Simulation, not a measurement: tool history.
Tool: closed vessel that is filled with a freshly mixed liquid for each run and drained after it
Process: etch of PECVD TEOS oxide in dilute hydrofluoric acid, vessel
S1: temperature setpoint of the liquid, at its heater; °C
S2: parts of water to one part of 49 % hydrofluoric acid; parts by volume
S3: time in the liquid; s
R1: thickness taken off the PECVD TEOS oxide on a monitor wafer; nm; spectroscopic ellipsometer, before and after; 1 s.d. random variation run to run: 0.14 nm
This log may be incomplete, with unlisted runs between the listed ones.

run	hour	S1	S2	S3	R1
1	0	23	265	945	45.861
2	4.4	20.5	265	945	41.674
3	10.9	19.5	280	945	37.264
4	14.1	19.5	280	1010	39.844
5	16.1	17	280	1010	36.315
# hour 21: hydrofluoric acid flow meter replaced
6	21	17	290	1010	30.828
7	24.2	17	295	1010	29.989

The next listed run, before its measurement:
8	24.9	17	295	1010	?

R1: 30.279 nm
